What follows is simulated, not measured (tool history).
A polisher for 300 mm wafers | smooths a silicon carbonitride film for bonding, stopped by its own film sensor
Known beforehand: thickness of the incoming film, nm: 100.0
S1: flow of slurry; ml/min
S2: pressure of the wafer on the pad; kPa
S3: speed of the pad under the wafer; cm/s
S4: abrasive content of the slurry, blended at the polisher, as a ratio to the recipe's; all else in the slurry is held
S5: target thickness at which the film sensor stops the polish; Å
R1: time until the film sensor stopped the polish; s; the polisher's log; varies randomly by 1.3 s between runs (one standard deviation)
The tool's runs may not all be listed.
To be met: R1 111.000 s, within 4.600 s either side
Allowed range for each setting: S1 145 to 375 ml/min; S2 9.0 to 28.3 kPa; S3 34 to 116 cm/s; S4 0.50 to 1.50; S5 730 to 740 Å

{"run": 1, "day": 0.0, "S1": 240, "S2": 18.6, "S3": 74, "S4": 1.0, "S5": 740, "R1": 76.28}
{"run": 2, "day": 0.342, "S1": 240, "S2": 17.9, "S3": 74, "S4": 1.0, "S5": 740, "R1": 81.407}
{"run": 3, "day": 0.471, "S1": 275, "S2": 17.9, "S3": 74, "S4": 1.0, "S5": 740, "R1": 79.706}
{"run": 4, "day": 0.717, "S1": 275, "S2": 17.2, "S3": 74, "S4": 1.0, "S5": 740, "R1": 82.268}
{"run": 5, "day": 1.088, "S1": 275, "S2": 16.5, "S3": 74, "S4": 1.0, "S5": 740, "R1": 84.359}
{"run": 6, "day": 1.338, "S1": 330, "S2": 16.5, "S3": 74, "S4": 1.0, "S5": 740, "R1": 82.97}
{"run": 7, "day": 1.596, "S1": 330, "S2": 15.9, "S3": 74, "S4": 1.0, "S5": 740, "R1": 88.047}
{"run": 8, "day": 1.667, "S1": 330, "S2": 11.7, "S3": 72, "S4": 1.0, "S5": 740, "R1": 117.5}

Which single option among these 5 for the next run brings every result within its allowed miss of target? Just one does.
{"run": "A", "day": 1.738, "S1": 325, "S2": 11.7, "S3": 72, "S4": 0.95, "S5": 740, "R1": "?"}
{"run": "B", "day": 1.738, "S1": 320, "S2": 11.0, "S3": 68, "S4": 1.1, "S5": 730, "R1": "?"}
{"run": "C", "day": 1.738, "S1": 350, "S2": 11.7, "S3": 66, "S4": 1.05, "S5": 740, "R1": "?"}
{"run": "D", "day": 1.738, "S1": 370, "S2": 11.0, "S3": 70, "S4": 1.1, "S5": 740, "R1": "?"}
{"run": "E", "day": 1.738, "S1": 340, "S2": 14.5, "S3": 54, "S4": 1.05, "S5": 730, "R1": "?"}

move=A R1=120.960
move=B R1=127.430
move=C R1=119.170
move=D R1=119.700
move=E R1=110.620
A: lands further from the targets than the last run did
B: lands further from the targets than the last run did
C: lands further from the targets than the last run did
D: lands further from the targets than the last run did
E: in spec on every target
E meets every target.
